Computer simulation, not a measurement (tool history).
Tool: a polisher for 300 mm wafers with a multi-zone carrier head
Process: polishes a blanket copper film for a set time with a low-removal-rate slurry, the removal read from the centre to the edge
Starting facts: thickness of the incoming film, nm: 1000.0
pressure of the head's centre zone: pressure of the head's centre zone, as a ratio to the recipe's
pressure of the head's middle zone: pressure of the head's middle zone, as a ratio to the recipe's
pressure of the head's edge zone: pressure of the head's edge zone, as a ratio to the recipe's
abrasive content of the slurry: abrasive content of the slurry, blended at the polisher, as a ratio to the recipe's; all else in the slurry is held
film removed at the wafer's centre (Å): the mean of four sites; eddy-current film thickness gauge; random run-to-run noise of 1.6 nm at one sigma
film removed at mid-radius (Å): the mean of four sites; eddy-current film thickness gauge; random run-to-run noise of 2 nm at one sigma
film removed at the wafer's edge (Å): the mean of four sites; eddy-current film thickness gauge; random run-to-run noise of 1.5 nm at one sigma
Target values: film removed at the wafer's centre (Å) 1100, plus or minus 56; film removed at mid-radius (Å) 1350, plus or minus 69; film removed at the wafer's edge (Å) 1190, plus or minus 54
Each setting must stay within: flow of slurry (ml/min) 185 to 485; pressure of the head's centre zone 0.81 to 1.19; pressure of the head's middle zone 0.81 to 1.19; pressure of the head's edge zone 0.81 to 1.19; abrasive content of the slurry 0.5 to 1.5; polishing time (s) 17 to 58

| run | hour | flow of slurry (ml/min) | pressure of the head's centre zone | pressure of the head's middle zone | pressure of the head's edge zone | abrasive content of the slurry | polishing time (s) | film removed at the wafer's centre (Å) | film removed at mid-radius (Å) | film removed at the wafer's edge (Å) |
|---|---|---|---|---|---|---|---|---|---|---|
| 1 | 0 | 310 | 1 | 1 | 1 | 1 | 37 | 936.15 | 947.65 | 941.65 |
| 2 | 7.6 | 310 | 0.99 | 1.04 | 1.01 | 1.15 | 38 | 971.15 | 1003.6 | 1031.4 |
| 3 | 9.8 | 310 | 0.99 | 1.04 | 1.01 | 1.25 | 38 | 995.83 | 1059.7 | 1028.3 |
| 4 | 17.7 | 315 | 0.98 | 1.08 | 1 | 1.3 | 39 | 1016.3 | 1124.3 | 1073.3 |
| 5 | 25.4 | 315 | 0.98 | 1.08 | 1 | 1.4 | 39 | 1042.9 | 1133.2 | 1074.4 |
| 6 | 26.4 | 315 | 0.97 | 1.11 | 1 | 1.45 | 40 | 1056 | 1232.4 | 1098.5 |
| 7 | 31.3 | 315 | 0.97 | 1.12 | 1.02 | 1.45 | 41 | 1074.1 | 1258.8 | 1167.1 |
| 8 | 40.2 | 315 | 0.97 | 1.13 | 1.02 | 1.45 | 41 | 1085.9 | 1252.9 | 1148.4 |
| 9 | 44.6 | 315 | 0.96 | 1.14 | 1.02 | 1.45 | 41 | 1099.5 | 1226.5 | 1154.3 |
| 10 | 52.4 | 315 | 0.94 | 1.12 | 0.99 | 1.45 | 42 | 1062.4 | 1265.1 | 1174.1 |
| 11 | 61.2 | 315 | 0.94 | 1.13 | 0.98 | 1.45 | 42 | 1090 | 1288.3 | 1153 |

Which single option among these 5 for the next run brings every result within its allowed miss of target? Just one does.
| A | 70 | 290 | 1.06 | 1.1 | 0.95 | 1.35 | 40 | ? | ? | ? |
| B | 70 | 315 | 0.94 | 1.05 | 1.02 | 1.4 | 42 | ? | ? | ? |
| C | 70 | 295 | 0.95 | 1.19 | 1 | 1.5 | 42 | ? | ? | ? |
| D | 70 | 250 | 0.96 | 1 | 1.14 | 1.1 | 46 | ? | ? | ? |
| E | 70 | 325 | 0.99 | 1.1 | 0.91 | 1.3 | 41 | ? | ? | ? |

| move | film removed at the wafer's centre (Å) | film removed at mid-radius (Å) | film removed at the wafer's edge (Å) |
|---|---|---|---|
| A | 1108 | 1139.7 | 1065 |
| B | 1047.3 | 1168.6 | 1173.7 |
| C | 1067.7 | 1312 | 1171.7 |
| D | 1085.9 | 1141.2 | 1271.3 |
| E | 1064.3 | 1171.9 | 1070.4 |
A: misses by more than the last run did
B: misses by more than the last run did
C: every result within its allowed miss
D: misses by more than the last run did
E: misses by more than the last run did
The move that meets every target is C.
